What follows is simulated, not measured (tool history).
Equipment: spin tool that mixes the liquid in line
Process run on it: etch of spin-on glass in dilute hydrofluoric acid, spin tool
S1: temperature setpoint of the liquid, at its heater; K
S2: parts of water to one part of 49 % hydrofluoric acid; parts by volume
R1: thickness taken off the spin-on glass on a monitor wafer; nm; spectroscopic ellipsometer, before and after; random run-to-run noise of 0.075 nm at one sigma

Run 1, hour 0.0: S1 293.15 K, S2 220 parts by volume, time under the liquid (s) 225. Result: R1 22.457 nm.
Run 2, hour 2.2: S1 292.65 K, S2 225 parts by volume, time under the liquid (s) 225. Result: R1 21.414 nm.
Run 3, hour 9.2: S1 295.65 K, S2 225 parts by volume, time under the liquid (s) 225. Result: R1 23.854 nm.
Run 4, hour 17.4: S1 295.15 K, S2 230 parts by volume, time under the liquid (s) 225. Result: R1 22.966 nm.
Run 5, hour 23.8: S1 298.15 K, S2 230 parts by volume, time under the liquid (s) 225. Result: R1 25.608 nm.
Run 6, hour 25.7: S1 298.15 K, S2 230 parts by volume, time under the liquid (s) 240. Result: R1 27.222 nm.
Run 7, hour 30.2: S1 297.65 K, S2 240 parts by volume, time under the liquid (s) 240. Result: R1 25.310 nm.
Run 8, hour 39.0: S1 297.15 K, S2 245 parts by volume, time under the liquid (s) 240. Result: R1 24.482 nm.
Run 9, hour 46.3: S1 296.65 K, S2 250 parts by volume, time under the liquid (s) 240. Result: R1 23.391 nm.

Run 10, settings as shown, results not yet in. Your forecast:
Run 10, hour 50.8: S1 292.65 K, S2 310 parts by volume, time under the liquid (s) 240. Result: R1 ?.

R1: 15.477 nm
